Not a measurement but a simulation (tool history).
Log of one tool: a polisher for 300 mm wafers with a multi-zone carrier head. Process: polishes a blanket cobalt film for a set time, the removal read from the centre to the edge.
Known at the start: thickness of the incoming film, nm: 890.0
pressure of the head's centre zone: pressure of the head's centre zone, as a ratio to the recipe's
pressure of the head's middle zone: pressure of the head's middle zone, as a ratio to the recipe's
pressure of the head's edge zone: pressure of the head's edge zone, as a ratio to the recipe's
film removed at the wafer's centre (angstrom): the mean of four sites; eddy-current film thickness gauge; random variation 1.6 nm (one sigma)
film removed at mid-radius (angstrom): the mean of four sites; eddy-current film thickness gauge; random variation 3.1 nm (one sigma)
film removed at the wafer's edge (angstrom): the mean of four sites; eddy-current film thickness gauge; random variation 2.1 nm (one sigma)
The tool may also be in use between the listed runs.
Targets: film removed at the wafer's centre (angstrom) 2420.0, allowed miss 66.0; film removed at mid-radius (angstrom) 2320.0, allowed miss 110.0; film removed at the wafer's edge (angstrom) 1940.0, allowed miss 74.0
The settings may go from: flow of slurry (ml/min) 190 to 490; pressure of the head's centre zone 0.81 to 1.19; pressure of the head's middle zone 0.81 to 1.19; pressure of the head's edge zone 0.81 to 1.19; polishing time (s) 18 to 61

run,hour,flow of slurry (ml/min),pressure of the head's centre zone,pressure of the head's middle zone,pressure of the head's edge zone,polishing time (s),film removed at the wafer's centre (angstrom),film removed at mid-radius (angstrom),film removed at the wafer's edge (angstrom)
1,0.0,315,1.00,1.00,1.00,39,1585.4,1544.7,1544.9
2,7.9,325,1.05,1.05,1.00,41,1791.9,1708.3,1609.1
3,10.0,335,1.07,1.09,1.01,43,1902.4,1832.3,1696.4
4,12.2,335,1.13,1.09,1.01,43,2023.4,1882.4,1709.7
5,13.7,335,1.13,1.14,1.01,43,2015.0,1976.8,1692.6
6,19.2,340,1.15,1.15,1.02,44,2120.4,2023.6,1761.6
7,23.7,345,1.16,1.16,1.02,45,2193.3,2098.0,1768.1
8,26.8,345,1.16,1.17,1.03,46,2234.7,2132.4,1831.6
9,33.6,345,1.16,1.18,1.03,47,2274.8,2191.5,1854.1
10,39.8,345,1.16,1.18,1.03,47,2284.2,2197.5,1896.3

4 next moves are on the table. One of them brings every result within its allowed miss. Which?
A,46.0,410,1.19,1.10,1.05,51,?,?,?
B,46.0,355,1.17,1.18,1.00,49,?,?,?
C,46.0,280,1.12,1.14,1.10,53,?,?,?
D,46.0,410,1.18,0.95,1.10,52,?,?,?

move,film removed at the wafer's centre (angstrom),film removed at mid-radius (angstrom),film removed at the wafer's edge (angstrom)
A,2569.6,2280.5,2072.9
B,2397.0,2300.6,1926.1
C,2414.6,2357.6,2141.7
D,2595.0,2053.6,2166.2
A: takes the result that was furthest off past its target
B: meets every target
C: brings the result that was furthest off to its target, and leaves another outside
D: takes the result that was furthest off past its target
Move B is the one to make.

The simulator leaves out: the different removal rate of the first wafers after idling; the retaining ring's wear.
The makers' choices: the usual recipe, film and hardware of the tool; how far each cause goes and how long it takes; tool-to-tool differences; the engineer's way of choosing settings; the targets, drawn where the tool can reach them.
